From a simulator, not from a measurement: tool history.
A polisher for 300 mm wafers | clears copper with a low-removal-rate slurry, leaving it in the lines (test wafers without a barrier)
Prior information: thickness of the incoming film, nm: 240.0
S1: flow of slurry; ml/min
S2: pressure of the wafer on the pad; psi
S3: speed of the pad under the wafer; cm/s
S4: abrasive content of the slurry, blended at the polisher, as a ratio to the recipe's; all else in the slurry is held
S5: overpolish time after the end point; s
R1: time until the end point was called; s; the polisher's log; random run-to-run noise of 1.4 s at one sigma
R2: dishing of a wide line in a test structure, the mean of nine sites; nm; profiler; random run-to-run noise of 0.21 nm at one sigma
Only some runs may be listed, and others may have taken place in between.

| run | hour | S1 | S2 | S3 | S4 | S5 | R1 | R2 |
|---|---|---|---|---|---|---|---|---|
| 1 | 0.0 | 175 | 2.5 | 92 | 1.00 | 14 | 94.107 | 26.2960 |
| 2 | 7.6 | 175 | 2.5 | 74 | 1.00 | 14 | 110.740 | 21.5650 |
| 3 | 8.5 | 195 | 2.7 | 66 | 1.10 | 11 | 111.290 | 17.4200 |
| 4 | 13.2 | 215 | 2.7 | 66 | 1.10 | 11 | 106.940 | 17.9760 |
| 5 | 16.1 | 230 | 2.9 | 60 | 1.20 | 9 | 106.990 | 15.6100 |
| 6 | 22.3 | 240 | 3.1 | 54 | 1.30 | 8 | 104.090 | 13.5400 |
| 7 | 27.0 | 220 | 3.3 | 50 | 1.35 | 7 | 104.780 | 12.3040 |
| 8 | 30.6 | 210 | 3.5 | 48 | 1.40 | 6 | 96.296 | 11.0110 |
| 9 | 31.7 | 160 | 3.9 | 42 | 1.50 | 4 | 96.671 | 7.3970 |
| 10 | 34.9 | 160 | 3.9 | 44 | 1.50 | 4 | 96.173 | 7.7653 |

Run 11 is up next; what results do you expect?
| 11 | 36.2 | 155 | 3.9 | 46 | 1.50 | 4 | ? | ? |

Run 11 measured R1 94.499 s, R2 7.9859 nm.
